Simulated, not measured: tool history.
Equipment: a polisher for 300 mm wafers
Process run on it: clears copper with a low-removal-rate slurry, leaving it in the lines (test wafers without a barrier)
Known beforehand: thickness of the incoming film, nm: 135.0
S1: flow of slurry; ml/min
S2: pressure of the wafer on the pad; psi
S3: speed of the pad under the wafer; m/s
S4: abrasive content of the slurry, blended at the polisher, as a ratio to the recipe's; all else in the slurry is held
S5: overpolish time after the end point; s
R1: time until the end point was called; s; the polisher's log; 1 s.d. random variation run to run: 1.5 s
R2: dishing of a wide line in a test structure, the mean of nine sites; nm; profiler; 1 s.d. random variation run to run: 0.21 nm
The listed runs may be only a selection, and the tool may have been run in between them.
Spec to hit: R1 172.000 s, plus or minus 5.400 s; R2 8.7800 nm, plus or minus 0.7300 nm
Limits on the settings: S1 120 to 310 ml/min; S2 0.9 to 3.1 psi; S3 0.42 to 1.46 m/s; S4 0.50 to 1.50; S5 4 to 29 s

| run | day | S1 | S2 | S3 | S4 | S5 | R1 | R2 |
|---|---|---|---|---|---|---|---|---|
| 1 | 0.000 | 200 | 2.0 | 0.94 | 1.00 | 15 | 74.568 | 16.9690 |
| 2 | 0.225 | 200 | 2.0 | 0.94 | 1.10 | 15 | 74.457 | 17.4550 |
| 3 | 0.346 | 195 | 1.8 | 0.88 | 1.10 | 15 | 86.670 | 15.1830 |
| 4 | 0.512 | 165 | 1.8 | 0.88 | 1.10 | 15 | 88.616 | 14.5470 |
| 5 | 0.683 | 165 | 1.6 | 0.84 | 1.10 | 15 | 102.190 | 13.1820 |
| 6 | 0.721 | 165 | 1.6 | 0.84 | 1.10 | 21 | 104.440 | 17.0440 |
| 7 | 0.750 | 165 | 1.4 | 0.80 | 1.10 | 20 | 124.440 | 14.3040 |
| 8 | 0.829 | 165 | 1.3 | 0.80 | 1.10 | 19 | 132.180 | 12.2920 |
| 9 | 1.117 | 165 | 1.2 | 0.80 | 1.10 | 19 | 145.850 | 11.8540 |
| 10 | 1.242 | 165 | 1.2 | 0.80 | 1.10 | 18 | 145.790 | 10.8150 |
| 11 | 1.446 | 165 | 1.1 | 0.80 | 1.10 | 17 | 156.550 | 9.9009 |

Below are 4 possible settings for the next run. Only one of them brings all results inside the allowed miss of their targets. Which is it?
| A | 1.650 | 150 | 0.9 | 0.80 | 1.20 | 19 | ? | ? |
| B | 1.650 | 160 | 1.1 | 0.78 | 1.20 | 18 | ? | ? |
| C | 1.650 | 145 | 1.2 | 0.72 | 1.10 | 16 | ? | ? |
| D | 1.650 | 175 | 1.2 | 0.68 | 0.85 | 17 | ? | ? |

| move | R1 | R2 |
|---|---|---|
| A | 191.680 | 8.6240 |
| B | 160.800 | 9.7210 |
| C | 165.360 | 8.5130 |
| D | 177.150 | 8.4479 |
A: pushes the last run's worst result past its target
B: closes in on the targets versus the last run, not all within tolerance yet
C: closes in on the targets versus the last run, not all within tolerance yet
D: every result lands within tolerance
Move D is the one to make.

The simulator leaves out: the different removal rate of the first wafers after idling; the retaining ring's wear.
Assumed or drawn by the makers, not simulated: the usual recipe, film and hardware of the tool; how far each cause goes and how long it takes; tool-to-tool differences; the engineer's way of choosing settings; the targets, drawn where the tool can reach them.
